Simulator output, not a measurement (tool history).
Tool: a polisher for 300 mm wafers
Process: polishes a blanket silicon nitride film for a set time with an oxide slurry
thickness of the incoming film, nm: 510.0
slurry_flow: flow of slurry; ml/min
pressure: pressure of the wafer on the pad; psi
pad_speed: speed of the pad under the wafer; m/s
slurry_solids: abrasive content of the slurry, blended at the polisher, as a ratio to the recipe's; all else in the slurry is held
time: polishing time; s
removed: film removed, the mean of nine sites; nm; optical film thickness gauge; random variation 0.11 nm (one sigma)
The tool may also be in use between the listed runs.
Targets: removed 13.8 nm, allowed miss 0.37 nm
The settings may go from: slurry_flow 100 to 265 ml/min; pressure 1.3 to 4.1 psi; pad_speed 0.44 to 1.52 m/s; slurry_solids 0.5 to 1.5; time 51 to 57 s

run	hour	slurry_flow	pressure	pad_speed	slurry_solids	time	removed
1	0	170	2.7	0.98	1	57	25.115
2	5.3	165	2.5	0.98	1	57	22.944
3	9.4	160	2.4	0.98	1	57	21.876
4	13.5	160	2.4	0.98	1.2	57	23.54
5	16.6	160	2.9	0.98	1.2	57	28.444
6	18.2	160	2.9	0.98	1	57	26.063
7	18.9	155	2.7	0.98	1	57	24.675
8	23	155	2.5	0.98	1	57	22.606
9	26.5	150	2.4	0.98	1	57	21.641
10	32.9	145	2.3	0.98	1	57	20.969
11	39.1	145	2.2	0.98	1	57	19.889
12	45	140	2.1	0.98	1	57	18.987
13	47.9	135	2	0.98	1	57	17.771
14	56.5	130	1.9	0.98	1	57	17.038

Which of these 4 next moves meets every target?
A	65.1	140	1.5	0.94	0.95	56	?
B	65.1	145	1.9	0.82	1	51	?
C	65.1	140	1.5	1.02	1.1	57	?
D	65.1	120	1.9	0.88	0.95	56	?

move	removed
A	12.806
B	13.718
C	14.646
D	14.971
A: takes the result that was furthest off past its target
B: meets every target
C: nearer than the last run, and not there yet
D: nearer than the last run, and not there yet
Answer: B

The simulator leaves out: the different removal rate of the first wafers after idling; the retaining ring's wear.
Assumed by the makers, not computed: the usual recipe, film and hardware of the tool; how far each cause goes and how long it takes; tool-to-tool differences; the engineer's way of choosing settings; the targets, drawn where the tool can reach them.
